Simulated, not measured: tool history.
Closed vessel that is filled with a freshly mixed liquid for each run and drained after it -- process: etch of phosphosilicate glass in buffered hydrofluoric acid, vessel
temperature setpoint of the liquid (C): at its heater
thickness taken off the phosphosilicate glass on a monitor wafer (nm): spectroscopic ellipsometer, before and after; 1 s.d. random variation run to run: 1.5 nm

run  hour  temperature setpoint of the liquid (C)  parts of 40 % ammonium fluoride to one part of 49 % hydrofluoric acid (parts by volume)  time in the liquid (s)  thickness taken off the phosphosilicate glass on a monitor wafer (nm)
  1   0.0                                    24.0                                                                                     14.5                     100                                                                 425.24
  2   6.9                                    23.5                                                                                     14.5                     100                                                                 416.97
  3  14.1                                    23.5                                                                                     11.5                     100                                                                 520.00
  4  22.4                                    23.5                                                                                     11.5                     100                                                                 520.08
  5  24.1                                    25.0                                                                                     11.5                     100                                                                 564.69
  6  28.1                                    25.0                                                                                      8.0                     100                                                                 785.78

What will run 7 give?
  7  35.1                                    24.0                                                                                      8.5                     100                                                                      ?

thickness taken off the phosphosilicate glass on a monitor wafer (nm): 692.77
